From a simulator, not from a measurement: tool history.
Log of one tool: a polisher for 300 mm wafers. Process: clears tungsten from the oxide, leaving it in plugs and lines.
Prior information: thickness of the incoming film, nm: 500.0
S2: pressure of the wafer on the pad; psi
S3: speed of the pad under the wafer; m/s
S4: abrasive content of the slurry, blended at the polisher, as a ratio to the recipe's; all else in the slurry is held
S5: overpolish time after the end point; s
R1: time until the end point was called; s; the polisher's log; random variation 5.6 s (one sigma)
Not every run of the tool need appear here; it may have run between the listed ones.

Run 1, hour 0: flow of slurry (ml/min) 285, S2 2.8 psi, S3 0.96 m/s, S4 1, S5 11 s. Result: R1 149.16 s.
Run 2, hour 0.7: flow of slurry (ml/min) 260, S2 2.8 psi, S3 0.96 m/s, S4 1, S5 11 s. Result: R1 142.87 s.
Run 3, hour 9.1: flow of slurry (ml/min) 205, S2 2.8 psi, S3 0.96 m/s, S4 1, S5 11 s. Result: R1 154.65 s.
Run 4, hour 11.4: flow of slurry (ml/min) 205, S2 2.8 psi, S3 0.84 m/s, S4 1, S5 11 s. Result: R1 173.24 s.
At hour 15.4: worn pad replaced by a new one.
Run 5, hour 15.4: flow of slurry (ml/min) 205, S2 2.6 psi, S3 0.82 m/s, S4 1, S5 11 s. Result: R1 176.07 s.
Run 6, hour 18.2: flow of slurry (ml/min) 205, S2 2.6 psi, S3 0.82 m/s, S4 1, S5 9 s. Result: R1 177.7 s.

Forecast run 7:
Run 7, hour 23.5: flow of slurry (ml/min) 200, S2 2.4 psi, S3 0.76 m/s, S4 1, S5 9 s. Result: R1 ?.

For run 7 the tool returned R1 198.24 s.
